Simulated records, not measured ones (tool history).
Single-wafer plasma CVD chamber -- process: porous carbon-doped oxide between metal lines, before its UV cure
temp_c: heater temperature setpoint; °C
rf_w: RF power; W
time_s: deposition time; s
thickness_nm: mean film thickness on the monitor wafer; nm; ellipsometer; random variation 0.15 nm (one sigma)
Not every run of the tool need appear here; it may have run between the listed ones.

Run 1, hour 0.0: temp_c 300 °C, rf_w 430 W, time_s 10.3 s. Result: thickness_nm 48.122 nm.
Run 2, hour 8.4: temp_c 305 °C, rf_w 425 W, time_s 10.3 s. Result: thickness_nm 46.845 nm.
Run 3, hour 14.9: temp_c 314 °C, rf_w 425 W, time_s 10.3 s. Result: thickness_nm 44.584 nm.
Run 4, hour 22.3: temp_c 316 °C, rf_w 420 W, time_s 10.3 s. Result: thickness_nm 43.441 nm.
Run 5, hour 27.6: temp_c 317 °C, rf_w 420 W, time_s 10.3 s. Result: thickness_nm 43.640 nm.
Run 6, hour 32.9: temp_c 317 °C, rf_w 440 W, time_s 10.3 s. Result: thickness_nm 45.410 nm.

Run 7 is up next; what results do you expect?
Run 7, hour 40.0: temp_c 318 °C, rf_w 435 W, time_s 10.3 s. Result: thickness_nm ?.

{"run 7": {"thickness_nm": 44.641}}

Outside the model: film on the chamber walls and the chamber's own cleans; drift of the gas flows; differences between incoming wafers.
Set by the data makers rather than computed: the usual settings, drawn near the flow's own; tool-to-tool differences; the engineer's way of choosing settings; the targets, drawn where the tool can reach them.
